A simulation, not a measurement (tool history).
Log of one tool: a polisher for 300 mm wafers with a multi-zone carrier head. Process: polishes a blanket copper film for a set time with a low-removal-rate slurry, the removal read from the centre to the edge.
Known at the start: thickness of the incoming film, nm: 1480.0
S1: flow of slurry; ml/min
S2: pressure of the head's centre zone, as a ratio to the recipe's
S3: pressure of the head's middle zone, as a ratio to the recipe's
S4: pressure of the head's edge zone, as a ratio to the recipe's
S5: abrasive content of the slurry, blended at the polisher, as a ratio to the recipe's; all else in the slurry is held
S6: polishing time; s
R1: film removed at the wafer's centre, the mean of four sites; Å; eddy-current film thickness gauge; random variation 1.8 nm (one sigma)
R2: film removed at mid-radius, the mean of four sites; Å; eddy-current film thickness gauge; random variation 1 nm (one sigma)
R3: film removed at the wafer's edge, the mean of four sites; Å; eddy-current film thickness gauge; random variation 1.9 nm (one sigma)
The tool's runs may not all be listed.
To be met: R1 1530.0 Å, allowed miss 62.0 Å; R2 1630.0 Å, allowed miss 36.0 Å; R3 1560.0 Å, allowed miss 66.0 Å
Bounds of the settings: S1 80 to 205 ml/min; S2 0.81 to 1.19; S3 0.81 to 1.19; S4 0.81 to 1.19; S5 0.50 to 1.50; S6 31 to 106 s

| run | hour | S1 | S2 | S3 | S4 | S5 | S6 | R1 | R2 | R3 |
|---|---|---|---|---|---|---|---|---|---|---|
| 1 | 0.0 | 135 | 1.00 | 1.00 | 1.00 | 1.00 | 68 | 1483.2 | 1435.1 | 1505.7 |
| 2 | 8.0 | 135 | 1.00 | 1.00 | 1.00 | 1.00 | 83 | 1851.1 | 1758.0 | 1905.5 |
| 3 | 11.1 | 130 | 0.99 | 1.01 | 0.97 | 0.95 | 83 | 1770.5 | 1769.6 | 1805.5 |
| 4 | 17.2 | 130 | 0.99 | 0.96 | 0.97 | 0.95 | 83 | 1765.4 | 1670.0 | 1802.5 |
| 5 | 19.6 | 125 | 0.98 | 0.96 | 0.95 | 0.95 | 83 | 1733.5 | 1667.1 | 1803.9 |
| 6 | 27.6 | 120 | 0.98 | 0.97 | 0.93 | 0.90 | 83 | 1717.6 | 1662.1 | 1705.6 |
| 7 | 28.3 | 120 | 0.98 | 0.97 | 0.93 | 0.90 | 83 | 1672.0 | 1655.0 | 1697.9 |
|  | 32.4 | edge zone pressure recalibrated |
| 8 | 32.4 | 115 | 0.98 | 0.97 | 0.92 | 0.90 | 83 | 1680.6 | 1639.8 | 1633.3 |
| 9 | 34.9 | 115 | 0.97 | 0.97 | 0.92 | 0.90 | 83 | 1697.8 | 1642.9 | 1634.0 |

Which of these 5 next moves meets every target?
| A | 37.4 | 130 | 1.00 | 0.90 | 1.02 | 0.85 | 87 | ? | ? | ? |
| B | 37.4 | 105 | 1.00 | 0.93 | 0.91 | 0.95 | 83 | ? | ? | ? |
| C | 37.4 | 130 | 0.95 | 0.96 | 0.83 | 0.85 | 84 | ? | ? | ? |
| D | 37.4 | 115 | 0.95 | 1.05 | 0.99 | 0.90 | 78 | ? | ? | ? |
| E | 37.4 | 140 | 1.02 | 0.90 | 0.93 | 0.80 | 88 | ? | ? | ? |

| move | R1 | R2 | R3 |
|---|---|---|---|
| A | 1827.6 | 1660.1 | 1792.8 |
| B | 1710.8 | 1601.8 | 1614.3 |
| C | 1690.3 | 1685.9 | 1571.9 |
| D | 1551.9 | 1664.4 | 1576.5 |
| E | 1882.8 | 1679.1 | 1729.2 |
A: further off than the last run
B: further off than the last run
C: as far off as the last run
D: meets every target
E: further off than the last run
Answer: D
